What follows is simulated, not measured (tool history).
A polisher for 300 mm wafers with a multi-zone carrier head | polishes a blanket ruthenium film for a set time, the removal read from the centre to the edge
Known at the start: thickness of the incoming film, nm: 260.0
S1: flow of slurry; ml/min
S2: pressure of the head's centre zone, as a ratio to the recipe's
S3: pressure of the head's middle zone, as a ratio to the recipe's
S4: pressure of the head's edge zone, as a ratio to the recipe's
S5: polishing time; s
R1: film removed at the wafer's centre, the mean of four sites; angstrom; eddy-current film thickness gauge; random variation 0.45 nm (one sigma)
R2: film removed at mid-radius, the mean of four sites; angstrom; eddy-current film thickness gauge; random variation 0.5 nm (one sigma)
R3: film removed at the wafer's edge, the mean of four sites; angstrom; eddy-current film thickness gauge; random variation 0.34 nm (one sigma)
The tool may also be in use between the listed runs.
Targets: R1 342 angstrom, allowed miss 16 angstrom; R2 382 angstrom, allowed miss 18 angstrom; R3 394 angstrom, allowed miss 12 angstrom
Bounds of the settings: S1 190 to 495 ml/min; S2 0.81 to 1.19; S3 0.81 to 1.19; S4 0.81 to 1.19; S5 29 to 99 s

Run 1, hour 0: S1 320 ml/min, S2 1, S3 1, S4 1, S5 64 s. Result: R1 543.88 angstrom, R2 509.17 angstrom, R3 511.72 angstrom.
Run 2, hour 4.1: S1 315 ml/min, S2 0.96, S3 0.99, S4 1, S5 60 s. Result: R1 470.51 angstrom, R2 468.14 angstrom, R3 477.51 angstrom.
Run 3, hour 6.1: S1 315 ml/min, S2 0.96, S3 0.99, S4 0.92, S5 60 s. Result: R1 481.54 angstrom, R2 474.9 angstrom, R3 463.97 angstrom.
Run 4, hour 6.7: S1 315 ml/min, S2 0.96, S3 0.99, S4 0.85, S5 60 s. Result: R1 475.14 angstrom, R2 474.77 angstrom, R3 450.14 angstrom.
Run 5, hour 12.4: S1 310 ml/min, S2 0.92, S3 0.97, S4 0.85, S5 58 s. Result: R1 435.1 angstrom, R2 453.85 angstrom, R3 437.01 angstrom.
Run 6, hour 17.3: S1 305 ml/min, S2 0.9, S3 0.95, S4 0.85, S5 56 s. Result: R1 414.21 angstrom, R2 427.5 angstrom, R3 418.09 angstrom.
Run 7, hour 24.8: S1 300 ml/min, S2 0.88, S3 0.94, S4 0.87, S5 55 s. Result: R1 398.91 angstrom, R2 408.64 angstrom, R3 417.48 angstrom.
Run 8, hour 30: S1 295 ml/min, S2 0.86, S3 0.95, S4 0.88, S5 54 s. Result: R1 383.94 angstrom, R2 407.86 angstrom, R3 412.64 angstrom.
Run 9, hour 33.1: S1 290 ml/min, S2 0.85, S3 0.95, S4 0.89, S5 53 s. Result: R1 362.85 angstrom, R2 397.22 angstrom, R3 397.53 angstrom.
Run 10, hour 40.9: S1 285 ml/min, S2 0.84, S3 0.94, S4 0.89, S5 53 s. Result: R1 353.07 angstrom, R2 398.76 angstrom, R3 393.4 angstrom.
Run 11, hour 46.4: S1 285 ml/min, S2 0.84, S3 0.93, S4 0.9, S5 53 s. Result: R1 359.29 angstrom, R2 388.99 angstrom, R3 406.42 angstrom.
Run 12, hour 54.2: S1 280 ml/min, S2 0.84, S3 0.93, S4 0.9, S5 53 s. Result: R1 366.18 angstrom, R2 384.77 angstrom, R3 404.84 angstrom.
Run 13, hour 61.7: S1 280 ml/min, S2 0.83, S3 0.93, S4 0.9, S5 53 s. Result: R1 357.24 angstrom, R2 390.25 angstrom, R3 394.58 angstrom.
Run 14, hour 65: S1 285 ml/min, S2 0.83, S3 0.93, S4 0.91, S5 53 s. Result: R1 354.97 angstrom, R2 383.71 angstrom, R3 405.21 angstrom.

Which of these 4 next moves meets every target?
Run A, hour 68.3: S1 190 ml/min, S2 0.87, S3 0.91, S4 0.81, S5 56 s. Result: R1 ?, R2 ?, R3 ?.
Run B, hour 68.3: S1 215 ml/min, S2 0.95, S3 1.06, S4 0.94, S5 50 s. Result: R1 ?, R2 ?, R3 ?.
Run C, hour 68.3: S1 385 ml/min, S2 0.81, S3 0.92, S4 0.89, S5 51 s. Result: R1 ?, R2 ?, R3 ?.
Run D, hour 68.3: S1 230 ml/min, S2 0.97, S3 1.03, S4 0.86, S5 50 s. Result: R1 ?, R2 ?, R3 ?.

move      R1      R2      R3
   A   368.8  389.21  392.55
   B  367.81  402.37  375.26
   C  341.71  387.81  393.42
   D  379.41  396.31  365.26
A: brings the result that was furthest off to its target, and leaves another outside
B: takes the result that was furthest off past its target
C: meets every target
D: takes the result that was furthest off past its target
Move C is the one to make.
